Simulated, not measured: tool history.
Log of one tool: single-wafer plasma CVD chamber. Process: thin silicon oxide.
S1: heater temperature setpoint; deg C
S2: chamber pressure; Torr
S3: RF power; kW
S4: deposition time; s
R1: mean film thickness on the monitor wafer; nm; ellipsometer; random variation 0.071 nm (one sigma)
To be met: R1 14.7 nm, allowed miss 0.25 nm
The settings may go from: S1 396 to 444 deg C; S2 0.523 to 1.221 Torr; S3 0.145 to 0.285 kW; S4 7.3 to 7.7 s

Run 1, hour 0: S1 420 deg C, S2 0.872 Torr, S3 0.215 kW, S4 7.7 s. Result: R1 13.389 nm.
Run 2, hour 5: S1 420 deg C, S2 0.872 Torr, S3 0.215 kW, S4 7.3 s. Result: R1 12.797 nm.
Run 3, hour 6.7: S1 416 deg C, S2 0.872 Torr, S3 0.215 kW, S4 7.3 s. Result: R1 12.772 nm.
Run 4, hour 8.7: S1 416 deg C, S2 0.934 Torr, S3 0.215 kW, S4 7.3 s. Result: R1 13.423 nm.
Run 5, hour 11.8: S1 416 deg C, S2 0.952 Torr, S3 0.215 kW, S4 7.3 s. Result: R1 13.605 nm.
At hour 17.8: capacitance manometer re-zeroed and calibrated.
Run 6, hour 17.8: S1 416 deg C, S2 0.81 Torr, S3 0.215 kW, S4 7.3 s. Result: R1 11.658 nm.
Run 7, hour 22.6: S1 419 deg C, S2 0.834 Torr, S3 0.215 kW, S4 7.3 s. Result: R1 11.884 nm.
Run 8, hour 24.2: S1 419 deg C, S2 0.863 Torr, S3 0.215 kW, S4 7.3 s. Result: R1 12.282 nm.

Which of these 4 next moves meets every target?
Run A, hour 25.8: S1 430 deg C, S2 0.879 Torr, S3 0.27 kW, S4 7.7 s. Result: R1 ?.
Run B, hour 25.8: S1 421 deg C, S2 0.662 Torr, S3 0.205 kW, S4 7.3 s. Result: R1 ?.
Run C, hour 25.8: S1 425 deg C, S2 0.788 Torr, S3 0.215 kW, S4 7.4 s. Result: R1 ?.
Run D, hour 25.8: S1 435 deg C, S2 0.729 Torr, S3 0.21 kW, S4 7.7 s. Result: R1 ?.

move      R1
   A  14.677
   B   9.399
   C  11.469
   D  10.926
A: meets every target
B: further off than the last run
C: further off than the last run
D: further off than the last run
The right move is A.

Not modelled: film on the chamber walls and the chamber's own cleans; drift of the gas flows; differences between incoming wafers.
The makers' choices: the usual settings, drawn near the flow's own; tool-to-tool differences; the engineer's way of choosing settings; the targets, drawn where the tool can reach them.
